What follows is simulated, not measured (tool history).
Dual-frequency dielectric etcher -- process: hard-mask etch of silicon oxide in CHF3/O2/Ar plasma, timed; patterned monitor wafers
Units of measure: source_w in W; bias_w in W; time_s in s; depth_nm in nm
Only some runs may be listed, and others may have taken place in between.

run	hour	source_w	bias_w	time_s	depth_nm
1	0	460	134	24.5	41.196
2	3.9	460	134	26	43.669
3	6.9	420	130	26	41.895
4	15.2	390	128	26	40.456
5	21.8	390	147	26	41.933
6	29.9	360	144	26	40.366
7	37	340	142	26	39.052
8	41.1	330	141	26	38.947
9	43.5	320	140	26	38.365
10	51.8	310	139	26	37.617

Expected results for the next run?
11	59.3	270	137	26	?

depth_nm: 35.564 nm
